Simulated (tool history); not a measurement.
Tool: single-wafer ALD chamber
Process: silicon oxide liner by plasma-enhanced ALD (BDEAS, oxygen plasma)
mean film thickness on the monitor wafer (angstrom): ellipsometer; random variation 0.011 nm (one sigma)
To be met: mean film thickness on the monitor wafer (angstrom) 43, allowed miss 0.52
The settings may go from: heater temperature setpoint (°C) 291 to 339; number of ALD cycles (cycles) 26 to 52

run	hour	heater temperature setpoint (°C)	number of ALD cycles (cycles)	mean film thickness on the monitor wafer (angstrom)
1	0	315	39	37.283
2	4.8	315	41	38.954
3	11.4	315	36	34.269
4	19.6	324	36	33.75
5	27.1	322	37	34.691
6	35.8	332	37	34.261
7	39.8	322	43	40.483
8	45.3	320	43	40.578
9	52.1	318	43	40.745
10	56.2	317	43	40.852
11	62.4	316	43	40.96
12	67.5	315	43	41.01
# hour 71.9: thermocouple changed; heater temperature recalibrated
13	71.9	314	43	40.821
14	74.6	312	44	41.83

Which of these 5 next moves meets every target?
A	77.3	311	44	?
B	77.3	306	43	?
C	77.3	314	44	?
D	77.3	321	44	?
E	77.3	308	45	?

move	mean film thickness on the monitor wafer (angstrom)
A	41.815
B	41.195
C	41.612
D	41.139
E	42.973
A: as far off as the last run
B: further off than the last run
C: further off than the last run
D: further off than the last run
E: meets every target
Answer: E

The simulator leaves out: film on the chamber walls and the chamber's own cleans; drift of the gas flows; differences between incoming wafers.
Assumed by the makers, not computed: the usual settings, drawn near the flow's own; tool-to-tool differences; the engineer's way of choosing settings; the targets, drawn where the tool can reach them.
